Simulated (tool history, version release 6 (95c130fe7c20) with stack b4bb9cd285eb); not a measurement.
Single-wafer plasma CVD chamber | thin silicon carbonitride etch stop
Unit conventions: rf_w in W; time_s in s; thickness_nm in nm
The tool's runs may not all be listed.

run,hour,rf_w,time_s,thickness_nm
1,0,255,24.4,15.909
2,4.2,255,25.8,16.85
3,6.8,255,22.5,14.637
4,7.6,255,19.5,12.692
5,13.3,270,19.5,12.868
6,20.3,280,21,13.956
7,27.2,290,22.1,14.984

Run 8, settings as shown, results not yet in. Your forecast:
8,29.1,300,22.8,?

{"run 8": {"thickness_nm": 15.556}}
